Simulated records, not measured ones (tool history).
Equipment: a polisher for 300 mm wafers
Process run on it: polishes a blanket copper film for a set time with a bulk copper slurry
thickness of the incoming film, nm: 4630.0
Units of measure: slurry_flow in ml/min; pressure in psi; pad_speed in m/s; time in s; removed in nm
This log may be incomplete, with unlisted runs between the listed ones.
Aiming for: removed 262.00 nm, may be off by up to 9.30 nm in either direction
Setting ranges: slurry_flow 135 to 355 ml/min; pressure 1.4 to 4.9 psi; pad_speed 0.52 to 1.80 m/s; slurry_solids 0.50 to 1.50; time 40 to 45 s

run  hour  slurry_flow  pressure  pad_speed  slurry_solids  time  removed
  1   0.0          225       3.1       1.16           1.00    45   614.02
  2   4.5          225       3.1       1.16           1.00    40   551.39
  3  10.2          275       3.1       1.16           1.00    40   556.48
  4  15.7          275       2.9       1.12           1.00    40   511.78
  5  24.3          275       2.9       1.12           0.90    40   500.97
  6  25.3          275       2.9       1.12           0.90    45   560.83
  7  26.1          275       2.7       1.06           0.90    45   505.03
  8  32.6          275       2.5       1.00           0.90    45   463.71
  9  35.6          275       2.4       0.94           0.90    45   418.29
 10  42.4          275       2.3       0.90           0.90    45   385.68
 11  50.2          275       2.2       0.88           0.90    45   370.45
 12  58.0          275       2.1       0.86           0.90    45   350.37

4 candidate next runs follow, results not yet known. Just one meets every target within its allowed miss. Identify it.
  A  65.8          320       1.9       1.00           1.05    44        ?
  B  65.8          315       1.9       0.68           0.80    42        ?
  C  65.8          215       1.4       0.82           1.20    40        ?
  D  65.8          280       2.3       0.68           0.90    40        ?

move  removed
   A   376.38
   B   236.73
   C   230.92
   D   258.08
A: further off than the last run
B: pushes the last run's worst result past its target
C: pushes the last run's worst result past its target
D: every result lands within tolerance
Go with D: it meets all targets.

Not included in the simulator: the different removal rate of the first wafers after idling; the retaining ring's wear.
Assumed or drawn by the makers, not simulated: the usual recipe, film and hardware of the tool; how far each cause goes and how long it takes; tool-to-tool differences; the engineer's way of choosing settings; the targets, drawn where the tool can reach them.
